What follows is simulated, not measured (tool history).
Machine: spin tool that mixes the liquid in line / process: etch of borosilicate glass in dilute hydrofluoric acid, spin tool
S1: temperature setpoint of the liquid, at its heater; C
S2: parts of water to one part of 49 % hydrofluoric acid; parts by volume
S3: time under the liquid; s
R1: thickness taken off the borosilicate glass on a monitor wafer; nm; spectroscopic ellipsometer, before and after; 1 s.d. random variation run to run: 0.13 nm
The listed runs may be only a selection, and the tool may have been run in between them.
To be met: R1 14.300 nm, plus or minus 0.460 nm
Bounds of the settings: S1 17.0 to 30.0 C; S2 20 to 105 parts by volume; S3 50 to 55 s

run  hour    S1  S2  S3      R1
  1   0.0  22.0  55  50  28.486
  2   3.4  22.0  55  55  31.409
  3   7.9  20.5  65  55  24.534
  4  12.1  20.5  65  55  24.113
  5  14.7  20.5  85  55  17.928
  6  19.0  19.5  85  55  17.666
  7  26.3  19.0  90  55  16.410
  8  28.7  18.5  90  55  15.913
  9  37.3  18.0  90  55  15.498
 10  45.0  17.5  90  55  15.488

Consider the 4 candidate settings below. Which is the only one whose results all fall within their allowed miss of target?
  A  52.7  17.0  80  50   ?
  B  52.7  17.0  85  50   ?
  C  52.7  18.5  90  55   ?
  D  52.7  17.0  85  55   ?

move      R1
   A  15.623
   B  14.625
   C  16.101
   D  16.088
A: further off than the last run
B: hits every target within its allowed miss
C: further off than the last run
D: further off than the last run
B is the move that brings every result within its allowed miss.
